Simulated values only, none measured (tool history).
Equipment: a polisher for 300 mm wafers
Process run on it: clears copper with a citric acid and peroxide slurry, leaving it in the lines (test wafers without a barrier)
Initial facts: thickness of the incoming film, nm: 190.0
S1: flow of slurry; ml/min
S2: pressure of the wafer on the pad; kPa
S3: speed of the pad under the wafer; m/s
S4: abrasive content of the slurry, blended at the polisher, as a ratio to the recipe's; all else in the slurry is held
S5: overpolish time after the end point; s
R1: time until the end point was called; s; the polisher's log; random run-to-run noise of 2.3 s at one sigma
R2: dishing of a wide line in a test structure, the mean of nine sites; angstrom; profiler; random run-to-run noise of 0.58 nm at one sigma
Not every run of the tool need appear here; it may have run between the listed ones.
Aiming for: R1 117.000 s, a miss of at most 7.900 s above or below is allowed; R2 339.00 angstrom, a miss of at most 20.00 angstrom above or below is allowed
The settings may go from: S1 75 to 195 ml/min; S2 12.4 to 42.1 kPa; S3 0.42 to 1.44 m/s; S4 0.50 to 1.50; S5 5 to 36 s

run,hour,S1,S2,S3,S4,S5,R1,R2
1,0.0,125,26.9,0.92,1.00,18,88.366,293.97
2,6.8,125,23.4,0.92,1.00,18,101.690,265.45
3,10.1,125,26.9,0.92,1.00,18,89.947,304.53
4,12.8,125,26.9,0.70,1.00,18,116.520,232.64
5,17.6,125,26.9,0.70,0.90,18,121.320,219.59
# hour 21.5: worn pad replaced by a new one
6,21.5,125,29.6,0.70,0.90,18,96.851,270.58
7,22.7,125,29.0,0.70,0.90,19,102.470,276.72
8,30.7,125,28.3,0.70,0.90,20,99.200,286.86

Which one of the following 5 next-run settings gets every result inside its allowed miss? There is exactly one.
A,38.7,120,29.0,0.68,0.75,17,?,?
B,38.7,115,33.8,0.50,1.10,27,?,?
C,38.7,125,26.2,0.66,0.95,17,?,?
D,38.7,135,27.6,0.64,0.75,17,?,?
E,38.7,130,31.0,0.82,0.85,13,?,?

move,R1,R2
A,103.680,234.51
B,114.570,330.64
C,113.130,215.54
D,113.110,215.77
E,78.645,236.56
A: its largest miss is bigger than the last run's
B: every result within its allowed miss
C: its largest miss is bigger than the last run's
D: its largest miss is bigger than the last run's
E: its largest miss is bigger than the last run's
So the answer is move B, the one that meets all the targets.
